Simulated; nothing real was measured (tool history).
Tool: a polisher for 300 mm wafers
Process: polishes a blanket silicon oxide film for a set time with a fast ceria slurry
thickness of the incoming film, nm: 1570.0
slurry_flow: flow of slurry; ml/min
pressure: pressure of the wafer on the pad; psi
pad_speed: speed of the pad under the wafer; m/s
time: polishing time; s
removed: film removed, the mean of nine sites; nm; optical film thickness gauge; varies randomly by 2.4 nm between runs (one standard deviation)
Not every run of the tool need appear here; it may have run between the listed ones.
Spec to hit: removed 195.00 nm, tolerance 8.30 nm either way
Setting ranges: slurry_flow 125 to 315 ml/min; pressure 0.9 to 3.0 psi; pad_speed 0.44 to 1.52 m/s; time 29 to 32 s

run  hour  slurry_flow  pressure  pad_speed  time  removed
  1   0.0          205       1.9       0.98    32   298.75
  2   2.0          185       1.9       0.98    32   296.52
  3   8.4          155       1.9       0.98    32   292.82
  4  17.2          155       1.9       0.98    29   255.88
  5  19.0          145       1.6       0.98    29   221.44
  6  22.6          145       1.6       0.98    32   245.07
  7  30.1          145       1.6       0.98    32   248.12
  8  37.2          145       1.5       0.98    32   229.30

Below are 5 possible settings for the next run. Only one of them brings all results inside the allowed miss of their targets. Which is it?
  A  44.3          155       1.5       0.94    31        ?
  B  44.3          150       1.4       1.00    30        ?
  C  44.3          155       1.5       0.88    29        ?
  D  44.3          125       1.1       1.02    31        ?
  E  44.3          200       1.7       0.64    31        ?

move  removed
   A   219.21
   B   211.26
   C   192.38
   D   175.54
   E   175.76
A: closes in on the targets versus the last run, not all within tolerance yet
B: closes in on the targets versus the last run, not all within tolerance yet
C: hits every target within its allowed miss
D: carries the result that was furthest off beyond its target, to the other side
E: carries the result that was furthest off beyond its target, to the other side
Correct choice: C, which meets every target
